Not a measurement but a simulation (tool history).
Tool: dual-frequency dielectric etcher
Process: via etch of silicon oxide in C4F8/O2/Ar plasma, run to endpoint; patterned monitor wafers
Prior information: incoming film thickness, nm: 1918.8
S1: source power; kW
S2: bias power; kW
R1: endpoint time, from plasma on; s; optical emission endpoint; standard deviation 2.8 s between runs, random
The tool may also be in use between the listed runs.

run,hour,S1,S2,R1
1,0.0,1.440,2.371,467.81
2,7.4,1.310,2.320,483.03
3,15.3,1.200,2.262,491.80
4,17.9,1.110,2.157,511.98
5,25.3,1.110,2.330,507.85
6,31.9,1.200,2.330,488.54
# hour 34.9: source power generator calibrated
7,34.9,1.110,2.257,507.75
8,38.0,1.060,2.230,512.48

Forecast run 9:
9,41.1,1.020,2.204,?

R1: 517.49 s
